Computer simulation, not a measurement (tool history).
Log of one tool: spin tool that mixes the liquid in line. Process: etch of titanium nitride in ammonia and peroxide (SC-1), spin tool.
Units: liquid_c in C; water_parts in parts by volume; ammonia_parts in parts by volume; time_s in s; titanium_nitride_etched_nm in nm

{"run": 1, "hour": 0.0, "liquid_c": 63.0, "water_parts": 13.0, "ammonia_parts": 0.55, "time_s": 55, "titanium_nitride_etched_nm": 8.5938}
{"run": 2, "hour": 6.6, "liquid_c": 61.0, "water_parts": 13.0, "ammonia_parts": 0.55, "time_s": 55, "titanium_nitride_etched_nm": 7.5955}
{"run": 3, "hour": 12.1, "liquid_c": 61.0, "water_parts": 13.0, "ammonia_parts": 0.65, "time_s": 55, "titanium_nitride_etched_nm": 7.8425}
{"run": 4, "hour": 14.8, "liquid_c": 61.0, "water_parts": 13.0, "ammonia_parts": 0.75, "time_s": 55, "titanium_nitride_etched_nm": 8.009}
{"run": 5, "hour": 17.1, "liquid_c": 67.5, "water_parts": 13.0, "ammonia_parts": 0.75, "time_s": 55, "titanium_nitride_etched_nm": 12.14}
{"run": 6, "hour": 22.6, "liquid_c": 61.5, "water_parts": 13.0, "ammonia_parts": 0.75, "time_s": 55, "titanium_nitride_etched_nm": 8.3007}
{"run": 7, "hour": 29.9, "liquid_c": 59.5, "water_parts": 13.0, "ammonia_parts": 0.75, "time_s": 55, "titanium_nitride_etched_nm": 7.3011}
{"run": 8, "hour": 31.8, "liquid_c": 58.0, "water_parts": 13.0, "ammonia_parts": 0.75, "time_s": 55, "titanium_nitride_etched_nm": 6.5903}
{"run": 9, "hour": 35.2, "liquid_c": 57.0, "water_parts": 13.0, "ammonia_parts": 0.75, "time_s": 55, "titanium_nitride_etched_nm": 6.1217}

The next listed run, before its measurement:
{"run": 10, "hour": 36.9, "liquid_c": 56.0, "water_parts": 13.0, "ammonia_parts": 0.75, "time_s": 55, "titanium_nitride_etched_nm": "?"}

Run 10 gave titanium_nitride_etched_nm 5.7717 nm.
